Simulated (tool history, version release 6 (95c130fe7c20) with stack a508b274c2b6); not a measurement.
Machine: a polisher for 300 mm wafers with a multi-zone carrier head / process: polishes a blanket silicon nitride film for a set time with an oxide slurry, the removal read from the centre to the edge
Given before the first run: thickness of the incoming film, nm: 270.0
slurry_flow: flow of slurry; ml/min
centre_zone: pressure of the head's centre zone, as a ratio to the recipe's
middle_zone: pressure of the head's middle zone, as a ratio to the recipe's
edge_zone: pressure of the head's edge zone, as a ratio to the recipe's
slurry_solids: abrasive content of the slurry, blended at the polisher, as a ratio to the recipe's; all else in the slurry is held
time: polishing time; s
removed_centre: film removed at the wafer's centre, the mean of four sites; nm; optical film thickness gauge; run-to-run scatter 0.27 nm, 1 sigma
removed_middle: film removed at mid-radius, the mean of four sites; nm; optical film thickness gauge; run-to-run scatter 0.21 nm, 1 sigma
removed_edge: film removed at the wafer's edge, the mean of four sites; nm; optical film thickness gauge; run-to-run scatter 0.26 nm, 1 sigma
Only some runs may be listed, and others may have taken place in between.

run  hour  slurry_flow  centre_zone  middle_zone  edge_zone  slurry_solids  time  removed_centre  removed_middle  removed_edge
  1     0          140            1            1          1              1    36          24.437          24.616        23.565
  2   1.5          140            1            1          1            0.9    36          22.719          23.601         21.95
  3   3.1          135         0.99         0.96       1.01            0.9    36          22.479          22.721        22.123
  4   5.5          130         0.98         0.93       1.02            0.9    36          22.639           21.93        22.797
  5  11.4          130         0.98         0.93       1.02            0.9    45          28.186          27.349        28.528
  6  16.3          115         0.98         0.93       1.02            0.9    45          27.186          26.531        27.447

The next listed run, before its measurement:
  7  20.4          110         0.97         0.91       1.02            0.8    44               ?               ?             ?

For run 7 the tool returned removed_centre 24.973 nm, removed_middle 23.945 nm, removed_edge 25.468 nm.
